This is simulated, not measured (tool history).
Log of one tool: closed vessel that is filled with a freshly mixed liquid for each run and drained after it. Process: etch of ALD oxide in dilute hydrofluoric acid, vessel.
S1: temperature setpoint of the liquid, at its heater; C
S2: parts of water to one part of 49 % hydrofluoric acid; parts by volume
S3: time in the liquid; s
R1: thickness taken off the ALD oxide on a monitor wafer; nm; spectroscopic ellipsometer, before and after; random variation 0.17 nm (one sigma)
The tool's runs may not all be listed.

| run | hour | S1 | S2 | S3 | R1 |
|---|---|---|---|---|---|
| 1 | 0.0 | 25.0 | 80 | 35 | 9.5494 |
| 2 | 6.5 | 26.0 | 70 | 35 | 11.5450 |
| 3 | 12.4 | 26.0 | 95 | 35 | 8.1496 |
| 4 | 17.2 | 27.0 | 85 | 35 | 9.8241 |
| 5 | 18.4 | 27.0 | 110 | 35 | 7.3349 |
| 6 | 19.3 | 28.0 | 100 | 35 | 8.4543 |
| 7 | 21.9 | 28.5 | 90 | 35 | 9.6031 |
| 8 | 29.1 | 29.0 | 80 | 35 | 11.3060 |
| 9 | 33.4 | 29.0 | 80 | 35 | 11.2300 |

The next listed run, before its measurement:
| 10 | 41.6 | 29.5 | 70 | 35 | ? |

R1: 13.0710 nm

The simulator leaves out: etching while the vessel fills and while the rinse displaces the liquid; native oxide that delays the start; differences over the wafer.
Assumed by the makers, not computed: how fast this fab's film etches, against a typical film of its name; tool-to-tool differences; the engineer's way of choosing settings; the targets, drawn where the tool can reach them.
